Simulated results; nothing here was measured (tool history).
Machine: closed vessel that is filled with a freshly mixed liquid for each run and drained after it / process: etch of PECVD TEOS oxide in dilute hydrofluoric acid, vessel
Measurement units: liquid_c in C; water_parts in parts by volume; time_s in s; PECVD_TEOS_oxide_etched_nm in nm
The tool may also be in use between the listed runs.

Run 1, hour 0: liquid_c 24 C, water_parts 155 parts by volume, time_s 155 s. Result: PECVD_TEOS_oxide_etched_nm 25.419 nm.
Run 2, hour 5.8: liquid_c 24 C, water_parts 190 parts by volume, time_s 155 s. Result: PECVD_TEOS_oxide_etched_nm 20.28 nm.
Run 3, hour 14.6: liquid_c 23 C, water_parts 190 parts by volume, time_s 155 s. Result: PECVD_TEOS_oxide_etched_nm 19.32 nm.
Run 4, hour 22: liquid_c 22 C, water_parts 190 parts by volume, time_s 155 s. Result: PECVD_TEOS_oxide_etched_nm 18.555 nm.
Run 5, hour 28.8: liquid_c 21.5 C, water_parts 190 parts by volume, time_s 155 s. Result: PECVD_TEOS_oxide_etched_nm 18.308 nm.
Run 6, hour 29.7: liquid_c 23 C, water_parts 190 parts by volume, time_s 155 s. Result: PECVD_TEOS_oxide_etched_nm 19.58 nm.
Run 7, hour 32.3: liquid_c 22 C, water_parts 190 parts by volume, time_s 155 s. Result: PECVD_TEOS_oxide_etched_nm 18.955 nm.

Expected results for the next run?
At hour 34.5: thermometer replaced.
Run 8, hour 34.5: liquid_c 21 C, water_parts 190 parts by volume, time_s 155 s. Result: PECVD_TEOS_oxide_etched_nm ?.

PECVD_TEOS_oxide_etched_nm: 16.686 nm
